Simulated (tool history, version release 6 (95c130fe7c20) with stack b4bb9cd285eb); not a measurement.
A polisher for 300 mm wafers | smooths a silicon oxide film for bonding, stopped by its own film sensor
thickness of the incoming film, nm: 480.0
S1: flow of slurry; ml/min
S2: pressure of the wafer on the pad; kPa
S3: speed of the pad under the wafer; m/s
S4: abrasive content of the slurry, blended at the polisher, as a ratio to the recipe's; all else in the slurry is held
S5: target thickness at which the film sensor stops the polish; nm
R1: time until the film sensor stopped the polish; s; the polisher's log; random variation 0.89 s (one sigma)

run	hour	S1	S2	S3	S4	S5	R1
1	0.0	205	17.2	0.68	1.0	441	78.277
2	3.6	200	15.9	0.68	1.0	441	83.818
3	8.2	245	15.9	0.68	1.0	441	81.780
4	12.2	245	15.9	0.68	0.9	441	86.246
# hour 19.3: slurry blender recalibrated
5	19.3	245	15.9	0.68	0.9	446	69.594
6	26.9	245	15.9	0.68	0.9	441	79.121
7	31.3	225	14.5	0.68	0.9	441	87.404

The next listed run, before its measurement:
8	33.1	220	13.1	0.68	0.9	441	?

R1: 98.563 s
